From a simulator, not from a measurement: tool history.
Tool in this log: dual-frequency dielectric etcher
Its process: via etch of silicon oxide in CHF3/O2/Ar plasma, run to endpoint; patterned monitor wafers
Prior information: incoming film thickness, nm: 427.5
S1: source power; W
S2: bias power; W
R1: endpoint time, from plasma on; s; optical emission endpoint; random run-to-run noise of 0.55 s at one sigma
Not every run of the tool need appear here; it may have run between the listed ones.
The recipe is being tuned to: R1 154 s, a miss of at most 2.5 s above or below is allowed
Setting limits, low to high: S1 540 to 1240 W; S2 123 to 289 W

Run 1, day 0: S1 890 W, S2 206 W. Result: R1 182.81 s.
Run 2, day 0.288: S1 790 W, S2 206 W. Result: R1 188.18 s.
Run 3, day 0.654: S1 920 W, S2 222 W. Result: R1 176.92 s.
Run 4, day 0.988: S1 1050 W, S2 222 W. Result: R1 171.56 s.
Run 5, day 1.308: S1 1050 W, S2 208 W. Result: R1 176.71 s.
Run 6, day 1.496: S1 1050 W, S2 184 W. Result: R1 184.25 s.
Run 7, day 1.596: S1 1110 W, S2 209 W. Result: R1 174.01 s.
Run 8, day 1.9: S1 1150 W, S2 227 W. Result: R1 167.35 s.
Run 9, day 2.046: S1 1180 W, S2 240 W. Result: R1 161.06 s.
Run 10, day 2.338: S1 1200 W, S2 246 W. Result: R1 158.82 s.
Run 11, day 2.625: S1 1200 W, S2 246 W. Result: R1 158.72 s.
Run 12, day 2.988: S1 1210 W, S2 250 W. Result: R1 157.07 s.

Exercise: of the 4 proposed moves below, exactly one satisfies all targets within the stated allowed misses. Which move is it?
Run A, day 3.35: S1 1240 W, S2 257 W. Result: R1 ?.
Run B, day 3.35: S1 1150 W, S2 245 W. Result: R1 ?.
Run C, day 3.35: S1 1170 W, S2 253 W. Result: R1 ?.
Run D, day 3.35: S1 1110 W, S2 251 W. Result: R1 ?.

move      R1
   A  153.89
   B  159.89
   C  157.12
   D  159.65
A: meets every target
B: further off than the last run
C: about as far from the targets as the last run
D: further off than the last run
Move A is the one to make.

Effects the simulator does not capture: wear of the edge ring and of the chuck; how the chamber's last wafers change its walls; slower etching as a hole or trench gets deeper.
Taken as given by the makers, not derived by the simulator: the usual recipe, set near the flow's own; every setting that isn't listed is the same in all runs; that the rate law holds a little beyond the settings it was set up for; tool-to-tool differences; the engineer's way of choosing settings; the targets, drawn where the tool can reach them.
